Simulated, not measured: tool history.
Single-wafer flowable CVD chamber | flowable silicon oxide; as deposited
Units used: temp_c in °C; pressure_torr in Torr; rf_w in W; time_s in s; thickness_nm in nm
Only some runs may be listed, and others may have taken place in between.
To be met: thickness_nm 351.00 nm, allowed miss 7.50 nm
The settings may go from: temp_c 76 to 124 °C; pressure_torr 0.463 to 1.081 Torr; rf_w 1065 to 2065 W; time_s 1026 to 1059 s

| run | day | temp_c | pressure_torr | rf_w | time_s | thickness_nm |
|---|---|---|---|---|---|---|
| 1 | 0.000 | 100 | 0.772 | 1565 | 1026 | 519.37 |
| 2 | 0.150 | 100 | 0.772 | 1715 | 1026 | 524.52 |
| 3 | 0.242 | 100 | 0.772 | 1905 | 1026 | 539.56 |
| 4 | 0.333 | 103 | 0.772 | 1905 | 1026 | 483.24 |
| 5 | 0.700 | 105 | 0.772 | 1905 | 1026 | 444.41 |
| 6 | 0.725 | 105 | 0.772 | 1905 | 1026 | 445.07 |
| 7 | 1.025 | 106 | 0.772 | 1905 | 1026 | 431.12 |
| 8 | 1.192 | 113 | 0.771 | 1905 | 1026 | 334.77 |

Which of these 4 next moves meets every target?
| A | 1.358 | 113 | 0.786 | 1945 | 1059 | ? |
| B | 1.358 | 115 | 0.789 | 1865 | 1057 | ? |
| C | 1.358 | 116 | 0.823 | 1645 | 1054 | ? |
| D | 1.358 | 112 | 0.715 | 1850 | 1026 | ? |

| move | thickness_nm |
|---|---|
| A | 351.71 |
| B | 325.86 |
| C | 318.86 |
| D | 319.09 |
A: all results in spec
B: lands further from the targets than the last run did
C: lands further from the targets than the last run did
D: lands further from the targets than the last run did
The move that meets every target is A.
